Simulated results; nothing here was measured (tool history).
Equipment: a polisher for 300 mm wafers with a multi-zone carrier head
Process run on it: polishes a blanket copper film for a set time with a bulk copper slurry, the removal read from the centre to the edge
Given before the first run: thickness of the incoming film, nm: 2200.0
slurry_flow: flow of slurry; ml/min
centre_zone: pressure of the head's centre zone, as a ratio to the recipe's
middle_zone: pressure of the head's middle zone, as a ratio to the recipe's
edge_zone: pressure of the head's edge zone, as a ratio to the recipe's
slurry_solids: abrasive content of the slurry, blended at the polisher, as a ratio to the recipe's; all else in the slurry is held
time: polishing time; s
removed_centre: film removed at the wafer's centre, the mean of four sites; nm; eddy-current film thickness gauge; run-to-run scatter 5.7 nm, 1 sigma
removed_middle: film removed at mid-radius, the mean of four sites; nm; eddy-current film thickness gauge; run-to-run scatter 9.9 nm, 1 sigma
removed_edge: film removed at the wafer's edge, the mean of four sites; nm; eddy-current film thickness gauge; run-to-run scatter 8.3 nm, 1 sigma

run    day  slurry_flow  centre_zone  middle_zone  edge_zone  slurry_solids  time  removed_centre  removed_middle  removed_edge
  1      0          195            1            1          1              1    68          598.03          581.64        617.43
  2  0.317          235            1            1          1              1    68          612.19          593.86         632.3
  3  0.504          235            1            1          1           0.85    68           600.8          587.46        612.01
  4  0.738          190            1            1          1           0.85    68          571.89          573.52        598.36
  5  0.783          195         1.02         1.03       1.04           1.05    70          628.41          637.09        642.08
  6   1.15          230         1.02         1.03       1.04           1.05    70          648.61          657.48        671.82
  7  1.421          245         1.05         1.02       1.08           1.15    70          681.81          652.69        703.95
  8  1.629          255         1.07         1.03        1.1           1.25    70          716.62          663.92        720.27
  9  1.712          265         1.08         1.04       1.12            1.3    71           733.7          690.62        756.12
 10  1.821          270          1.1         1.05       1.13           1.35    71          756.33          704.84        748.65
     1.888  -- edge zone pressure recalibrated
 11  1.888          275          1.1         1.05       1.14            1.4    72          784.11           715.9        749.86
 12   2.15          280         1.09         1.05       1.15            1.4    73          790.08          718.22        760.95
 13  2.454          265          1.1         1.05       1.16           1.35    75          803.89          737.56        772.63

The next listed run, before its measurement:
 14  2.488          275         1.08         1.04       1.16            1.4    75               ?               ?             ?

removed_centre: 790.11 nm
removed_middle: 771.9 nm
removed_edge: 772.43 nm
